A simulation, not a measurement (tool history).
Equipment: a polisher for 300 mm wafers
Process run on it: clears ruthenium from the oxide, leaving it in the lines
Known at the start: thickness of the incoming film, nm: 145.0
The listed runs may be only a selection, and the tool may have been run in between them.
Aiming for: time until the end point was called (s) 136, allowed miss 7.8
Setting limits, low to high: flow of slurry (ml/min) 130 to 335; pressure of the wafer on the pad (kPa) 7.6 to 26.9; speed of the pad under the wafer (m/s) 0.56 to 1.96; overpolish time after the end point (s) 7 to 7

run,day,flow of slurry (ml/min),pressure of the wafer on the pad (kPa),speed of the pad under the wafer (m/s),overpolish time after the end point (s),time until the end point was called (s)
1,0,215,17.2,1.26,7,98.495
2,0.058,165,17.2,1.26,7,99.874
3,0.1,165,19.3,1.26,7,88.027
4,0.275,165,17.2,1.24,7,100.46
5,0.562,165,17.2,1.24,7,98.618
6,0.829,165,15.9,1.22,7,108.92
7,0.879,165,14.5,1.2,7,119.2
8,1.112,165,13.8,1.2,7,126.33

Pick the move, out of 5, that brings all results within their allowed miss; only one does.
A,1.346,200,12.4,1.18,7,?
B,1.346,165,17.2,1.02,7,?
C,1.346,175,14.5,1.22,7,?
D,1.346,130,12.4,1.44,7,?
E,1.346,215,11,1.14,7,?

move,time until the end point was called (s)
A,140.24
B,121.04
C,120.4
D,123.8
E,159.19
A: meets every target
B: the biggest miss grows against the last run
C: the biggest miss grows against the last run
D: the biggest miss grows against the last run
E: moves the result that the last run missed by most past its target, out the other side
The move that meets every target is A.

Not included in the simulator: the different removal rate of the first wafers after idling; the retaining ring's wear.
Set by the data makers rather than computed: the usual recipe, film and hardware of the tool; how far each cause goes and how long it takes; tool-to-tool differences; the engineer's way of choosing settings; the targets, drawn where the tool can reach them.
